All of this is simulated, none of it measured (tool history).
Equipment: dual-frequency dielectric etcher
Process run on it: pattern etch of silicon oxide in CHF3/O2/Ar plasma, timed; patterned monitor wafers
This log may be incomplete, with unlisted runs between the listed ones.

run	hour	source power (kW)	bias power (kW)	etch time (s)	mean etch depth across the wafer (angstrom)
1	0.0	0.510	0.169	664.0	11664.0
2	6.8	0.580	0.169	664.0	12470.0
3	8.8	0.580	0.169	692.0	13000.0
4	16.6	0.500	0.155	690.0	11743.0
5	21.8	0.440	0.149	689.5	10793.0
6	26.3	0.400	0.148	689.5	10182.0
7	31.6	0.330	0.147	689.5	8993.1
8	38.2	0.340	0.147	689.5	9228.4
9	44.7	0.350	0.147	689.5	9344.7
# hour 47.3: source power generator calibrated
10	47.3	0.360	0.147	689.5	9349.1
11	55.5	0.390	0.148	689.5	9889.4

Run 12 has not been measured yet. What should we expect?
12	60.7	0.380	0.148	689.5	?

Run 12 produced mean etch depth across the wafer (angstrom) 9749.7.

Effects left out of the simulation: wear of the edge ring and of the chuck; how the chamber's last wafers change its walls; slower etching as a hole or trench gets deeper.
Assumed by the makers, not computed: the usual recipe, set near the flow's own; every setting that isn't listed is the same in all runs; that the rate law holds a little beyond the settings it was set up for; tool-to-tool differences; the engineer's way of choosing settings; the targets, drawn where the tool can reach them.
